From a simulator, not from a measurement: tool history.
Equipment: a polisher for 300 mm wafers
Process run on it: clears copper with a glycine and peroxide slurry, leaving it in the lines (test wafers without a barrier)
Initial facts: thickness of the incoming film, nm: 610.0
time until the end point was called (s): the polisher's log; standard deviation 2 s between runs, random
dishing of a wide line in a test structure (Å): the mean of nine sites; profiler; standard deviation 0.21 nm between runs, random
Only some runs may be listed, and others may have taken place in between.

run,hour,flow of slurry (ml/min),pressure of the wafer on the pad (kPa),speed of the pad under the wafer (m/s),overpolish time after the end point (s),time until the end point was called (s),dishing of a wide line in a test structure (Å)
1,0,160,15.9,1,17,152.24,114.84
2,6.3,160,15.9,1.22,17,130.08,112.63
3,10.4,160,13.8,1.22,17,143.64,115.01
4,16.4,160,12.4,1.2,18,159.81,114.46
5,19.3,160,12.4,1.2,21,157.93,117.95
6,20.8,160,11,1.2,22,173.29,117.76
7,26.5,160,10.3,1.2,24,181.03,116.62
8,29.8,170,9.7,1.18,26,193.9,120.44
9,33.3,175,9.7,1.18,27,195.03,118.56
10,35.9,160,9.7,1.18,28,193.45,122.48

Run 11 has not been measured yet. What should we expect?
11,38.9,155,9.7,1.18,29,?,?

{"run 11": {"time until the end point was called (s)": 192.67, "dishing of a wide line in a test structure (Å)": 118.78}}

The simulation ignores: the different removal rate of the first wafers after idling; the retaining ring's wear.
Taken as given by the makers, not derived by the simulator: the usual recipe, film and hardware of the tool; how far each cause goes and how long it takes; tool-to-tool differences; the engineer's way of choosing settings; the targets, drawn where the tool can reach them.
